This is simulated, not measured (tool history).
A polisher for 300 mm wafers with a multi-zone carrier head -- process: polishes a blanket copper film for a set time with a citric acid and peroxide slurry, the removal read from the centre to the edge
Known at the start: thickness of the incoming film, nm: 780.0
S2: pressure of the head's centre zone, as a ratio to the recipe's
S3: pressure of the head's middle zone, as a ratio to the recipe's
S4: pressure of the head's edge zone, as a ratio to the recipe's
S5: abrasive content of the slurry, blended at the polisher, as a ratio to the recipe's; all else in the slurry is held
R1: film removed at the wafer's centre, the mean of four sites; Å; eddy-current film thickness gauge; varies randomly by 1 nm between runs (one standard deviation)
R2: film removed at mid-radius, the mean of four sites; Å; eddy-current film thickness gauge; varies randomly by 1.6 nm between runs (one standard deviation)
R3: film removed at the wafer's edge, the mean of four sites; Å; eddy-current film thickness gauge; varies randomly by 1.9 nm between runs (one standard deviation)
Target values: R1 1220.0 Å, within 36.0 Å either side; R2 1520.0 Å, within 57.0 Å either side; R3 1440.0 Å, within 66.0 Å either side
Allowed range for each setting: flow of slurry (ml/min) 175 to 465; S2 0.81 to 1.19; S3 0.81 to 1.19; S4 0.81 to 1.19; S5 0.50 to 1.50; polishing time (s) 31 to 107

{"run": 1, "hour": 0.0, "flow of slurry (ml/min)": 295, "S2": 1.0, "S3": 1.0, "S4": 1.0, "S5": 1.0, "polishing time (s)": 69, "R1": 1459.5, "R2": 1433.8, "R3": 1486.0}
{"run": 2, "hour": 4.3, "flow of slurry (ml/min)": 290, "S2": 0.97, "S3": 1.02, "S4": 1.0, "S5": 1.0, "polishing time (s)": 69, "R1": 1397.0, "R2": 1449.7, "R3": 1464.7}
{"run": 3, "hour": 11.4, "flow of slurry (ml/min)": 290, "S2": 0.97, "S3": 1.02, "S4": 1.0, "S5": 0.8, "polishing time (s)": 69, "R1": 1338.1, "R2": 1397.2, "R3": 1378.2}
{"run": 4, "hour": 18.3, "flow of slurry (ml/min)": 290, "S2": 0.97, "S3": 1.02, "S4": 1.0, "S5": 0.8, "polishing time (s)": 75, "R1": 1446.2, "R2": 1520.1, "R3": 1483.5}
{"run": 5, "hour": 25.4, "flow of slurry (ml/min)": 250, "S2": 0.97, "S3": 1.02, "S4": 1.0, "S5": 0.8, "polishing time (s)": 75, "R1": 1413.6, "R2": 1483.1, "R3": 1502.8}
{"run": 6, "hour": 26.4, "flow of slurry (ml/min)": 245, "S2": 0.95, "S3": 1.03, "S4": 1.0, "S5": 0.8, "polishing time (s)": 75, "R1": 1403.2, "R2": 1477.9, "R3": 1505.4}
{"run": 7, "hour": 33.1, "flow of slurry (ml/min)": 250, "S2": 0.85, "S3": 1.13, "S4": 0.96, "S5": 0.65, "polishing time (s)": 74, "R1": 1185.0, "R2": 1540.1, "R3": 1379.7}
{"run": 8, "hour": 34.4, "flow of slurry (ml/min)": 250, "S2": 0.85, "S3": 1.12, "S4": 0.97, "S5": 0.65, "polishing time (s)": 74, "R1": 1200.5, "R2": 1520.6, "R3": 1418.8}

Next run, 4 choices. One meets every target within its allowed miss, the rest don't. Which?
{"run": "A", "hour": 35.7, "flow of slurry (ml/min)": 205, "S2": 0.85, "S3": 1.07, "S4": 0.92, "S5": 0.65, "polishing time (s)": 79, "R1": "?", "R2": "?", "R3": "?"}
{"run": "B", "hour": 35.7, "flow of slurry (ml/min)": 305, "S2": 0.81, "S3": 1.1, "S4": 1.03, "S5": 0.65, "polishing time (s)": 72, "R1": "?", "R2": "?", "R3": "?"}
{"run": "C", "hour": 35.7, "flow of slurry (ml/min)": 265, "S2": 0.84, "S3": 1.13, "S4": 0.93, "S5": 0.8, "polishing time (s)": 69, "R1": "?", "R2": "?", "R3": "?"}
{"run": "D", "hour": 35.7, "flow of slurry (ml/min)": 245, "S2": 0.85, "S3": 1.15, "S4": 0.87, "S5": 0.75, "polishing time (s)": 76, "R1": "?", "R2": "?", "R3": "?"}

move=A R1=1218.4 R2=1547.7 R3=1436.9
move=B R1=1122.2 R2=1523.2 R3=1430.4
move=C R1=1141.8 R2=1531.1 R3=1348.9
move=D R1=1242.7 R2=1673.4 R3=1415.7
A: all results in spec
B: the biggest miss grows against the last run
C: the biggest miss grows against the last run
D: meets the target for the result that was furthest off, but another lies outside its allowed miss
Move A is the one to make.

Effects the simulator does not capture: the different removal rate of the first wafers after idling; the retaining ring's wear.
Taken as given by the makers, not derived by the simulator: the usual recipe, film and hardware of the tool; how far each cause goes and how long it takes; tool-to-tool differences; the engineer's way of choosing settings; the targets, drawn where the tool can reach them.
